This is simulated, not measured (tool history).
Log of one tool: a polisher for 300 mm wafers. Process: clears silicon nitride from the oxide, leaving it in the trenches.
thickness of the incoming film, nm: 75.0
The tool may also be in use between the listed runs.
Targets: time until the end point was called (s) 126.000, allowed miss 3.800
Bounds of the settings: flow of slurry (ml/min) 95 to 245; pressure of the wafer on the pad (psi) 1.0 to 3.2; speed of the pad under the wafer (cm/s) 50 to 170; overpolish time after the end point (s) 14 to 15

run    day  flow of slurry (ml/min)  pressure of the wafer on the pad (psi)  speed of the pad under the wafer (cm/s)  overpolish time after the end point (s)  time until the end point was called (s)
  1  0.000                      155                                     2.1                                      110                                       14                                   80.975
  2  0.096                      155                                     2.1                                      130                                       14                                   69.245
  3  0.454                      155                                     2.1                                      118                                       14                                   76.204
  4  0.758                      150                                     2.0                                      118                                       14                                   79.280
  5  1.121                      150                                     2.0                                      118                                       14                                   79.137
  6  1.238                      150                                     1.9                                      118                                       14                                   83.677
  7  1.383                      150                                     1.8                                      118                                       14                                   88.741
  8  1.746                      150                                     1.7                                      118                                       14                                   93.376
  9  1.929                      150                                     1.6                                      118                                       14                                   99.734
 10  2.000                      130                                     1.1                                      118                                       14                                  145.390
 11  2.317                      130                                     1.1                                      118                                       14                                  144.420
 12  2.517                      135                                     1.1                                      118                                       14                                  142.970

5 next moves are on the table. One of them brings every result within its allowed miss. Which?
  A  2.717                      150                                     1.2                                      114                                       14                                        ?
  B  2.717                      150                                     1.1                                      132                                       14                                        ?
  C  2.717                      115                                     1.0                                      108                                       15                                        ?
  D  2.717                      100                                     1.1                                      134                                       14                                        ?
  E  2.717                       95                                     1.0                                      118                                       15                                        ?

move  time until the end point was called (s)
   A                                  136.330
   B                                  129.110
   C                                  176.710
   D                                  134.970
   E                                  167.610
A: nearer than the last run, and not there yet
B: meets every target
C: further off than the last run
D: nearer than the last run, and not there yet
E: further off than the last run
Answer: B
